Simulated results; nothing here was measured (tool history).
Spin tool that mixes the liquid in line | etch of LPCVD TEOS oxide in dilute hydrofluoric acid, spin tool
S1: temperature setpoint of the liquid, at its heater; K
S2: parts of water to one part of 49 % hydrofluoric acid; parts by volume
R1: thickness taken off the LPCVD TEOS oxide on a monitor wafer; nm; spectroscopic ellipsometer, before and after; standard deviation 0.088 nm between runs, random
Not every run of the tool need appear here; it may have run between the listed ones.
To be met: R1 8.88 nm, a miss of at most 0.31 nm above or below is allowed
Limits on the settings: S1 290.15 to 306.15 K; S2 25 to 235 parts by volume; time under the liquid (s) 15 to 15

run 1 hour=0 | S1=298.15 S2=130 time_under_the_liquid_(s)=15 | R1=2.9055
run 2 hour=8.6 | S1=299.65 S2=115 time_under_the_liquid_(s)=15 | R1=3.4819
run 3 hour=17.1 | S1=300.65 S2=100 time_under_the_liquid_(s)=15 | R1=4.2634
run 4 hour=18.4 | S1=298.65 S2=100 time_under_the_liquid_(s)=15 | R1=4.0337
run 5 hour=19.5 | S1=298.65 S2=100 time_under_the_liquid_(s)=15 | R1=3.946
run 6 hour=21.9 | S1=299.65 S2=90 time_under_the_liquid_(s)=15 | R1=4.5486
run 7 hour=28.8 | S1=303.65 S2=40 time_under_the_liquid_(s)=15 | R1=13.072
run 8 hour=33.9 | S1=302.65 S2=40 time_under_the_liquid_(s)=15 | R1=12.719
run 9 hour=37.7 | S1=298.65 S2=50 time_under_the_liquid_(s)=15 | R1=8.4631

Of the 5 settings listed for the next run, only one would bring every result within its allowed miss of target. Which one?
run A hour=41.5 | S1=298.65 S2=45 time_under_the_liquid_(s)=15 | R1=?
run B hour=41.5 | S1=296.65 S2=50 time_under_the_liquid_(s)=15 | R1=?
run C hour=41.5 | S1=299.15 S2=45 time_under_the_liquid_(s)=15 | R1=?
run D hour=41.5 | S1=295.15 S2=45 time_under_the_liquid_(s)=15 | R1=?
run E hour=41.5 | S1=297.15 S2=45 time_under_the_liquid_(s)=15 | R1=?

move=A R1=9.5153
move=B R1=7.8436
move=C R1=9.7079
move=D R1=8.2522
move=E R1=8.9561
A: carries the result that was furthest off beyond its target, to the other side
B: misses by more than the last run did
C: carries the result that was furthest off beyond its target, to the other side
D: misses by more than the last run did
E: each result inside its tolerance
Correct choice: E, which meets every target
